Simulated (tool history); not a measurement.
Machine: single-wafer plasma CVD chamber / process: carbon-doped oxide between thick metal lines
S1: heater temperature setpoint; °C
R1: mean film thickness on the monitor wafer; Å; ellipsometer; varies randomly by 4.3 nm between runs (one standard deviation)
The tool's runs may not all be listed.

Run 1, day 0: S1 335 °C, chamber pressure (Torr) 4.67, RF power (kW) 0.39, deposition time (s) 217. Result: R1 10368 Å.
Run 2, day 0.279: S1 335 °C, chamber pressure (Torr) 4.67, RF power (kW) 0.39, deposition time (s) 224. Result: R1 10777 Å.
Run 3, day 0.442: S1 336 °C, chamber pressure (Torr) 4.5, RF power (kW) 0.375, deposition time (s) 224. Result: R1 10396 Å.
Run 4, day 0.658: S1 337 °C, chamber pressure (Torr) 4.34, RF power (kW) 0.365, deposition time (s) 224. Result: R1 10079 Å.
Run 5, day 0.808: S1 338 °C, chamber pressure (Torr) 4.18, RF power (kW) 0.36, deposition time (s) 224. Result: R1 9999.7 Å.
Run 6, day 1.15: S1 339 °C, chamber pressure (Torr) 4.13, RF power (kW) 0.35, deposition time (s) 224. Result: R1 9788.6 Å.

Expected results for the next run?
Run 7, day 1.25: S1 339 °C, chamber pressure (Torr) 4.07, RF power (kW) 0.345, deposition time (s) 224. Result: R1 ?.

{"run 7": {"R1": 9606.7}}
